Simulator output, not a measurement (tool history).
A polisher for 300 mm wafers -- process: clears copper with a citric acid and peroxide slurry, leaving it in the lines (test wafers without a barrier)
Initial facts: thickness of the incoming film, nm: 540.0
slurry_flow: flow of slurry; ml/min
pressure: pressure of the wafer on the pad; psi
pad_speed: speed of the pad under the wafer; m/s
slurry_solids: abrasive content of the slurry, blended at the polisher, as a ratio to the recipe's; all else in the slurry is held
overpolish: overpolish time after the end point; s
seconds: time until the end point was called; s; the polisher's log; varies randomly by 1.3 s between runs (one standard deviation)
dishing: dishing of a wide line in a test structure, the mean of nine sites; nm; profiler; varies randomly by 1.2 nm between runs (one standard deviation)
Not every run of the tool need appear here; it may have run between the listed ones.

run  hour  slurry_flow  pressure  pad_speed  slurry_solids  overpolish  seconds  dishing
  1   0.0          225       4.1       1.40            1.0          23  150.580   47.834
  2   0.9          225       4.1       1.40            1.0          31  147.290   61.537
  3   8.0          225       4.5       1.42            1.0          30  133.080   66.646
  4  10.9          225       4.5       1.74            1.0          30  108.900   74.894
  5  15.8          225       4.5       2.08            1.0          30   91.681   86.523
  6  22.4          225       4.5       2.08            1.0          39   91.742  100.890
  7  27.6          225       4.6       2.10            1.0          38   86.305  105.090
  8  34.9          225       4.6       2.10            1.0          37   88.508  103.150
  9  43.7          225       4.6       2.12            1.0          36   85.883   99.936

Run 10 has not been measured yet. What should we expect?
 10  48.4          225       4.6       2.12            1.0          35        ?        ?

seconds: 90.019 s
dishing: 102.330 nm
